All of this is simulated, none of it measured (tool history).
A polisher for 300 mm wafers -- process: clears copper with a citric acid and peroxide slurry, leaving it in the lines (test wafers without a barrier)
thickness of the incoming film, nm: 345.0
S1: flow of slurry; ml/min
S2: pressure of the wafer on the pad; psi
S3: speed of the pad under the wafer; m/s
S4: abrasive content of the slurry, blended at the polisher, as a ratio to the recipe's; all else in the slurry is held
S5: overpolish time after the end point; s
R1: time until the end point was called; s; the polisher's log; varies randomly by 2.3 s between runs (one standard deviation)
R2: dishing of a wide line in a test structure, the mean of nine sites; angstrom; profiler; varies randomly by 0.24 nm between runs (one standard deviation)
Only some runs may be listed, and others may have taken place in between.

run,hour,S1,S2,S3,S4,S5,R1,R2
1,0.0,250,3.5,1.08,1.00,13,134.47,234.96
2,0.7,250,3.4,1.08,1.00,12,141.56,212.07
3,7.6,250,3.4,1.08,1.00,18,136.16,303.07
4,11.1,250,3.4,1.08,1.00,15,140.20,257.26
5,12.2,250,3.4,1.08,1.00,13,136.58,229.30
6,16.7,250,3.4,1.08,0.85,13,138.19,225.85
7,22.1,250,3.4,1.08,0.85,12,143.79,205.75
8,25.6,250,3.4,1.08,0.85,12,137.93,210.01
# hour 32.7: slurry blender recalibrated
9,32.7,250,3.4,1.08,0.85,11,133.46,201.98

Predict the results of run 10:
10,39.6,250,3.0,1.08,0.85,8,?,?

{"run 10": {"R1": 148.04, "R2": 135.03}}
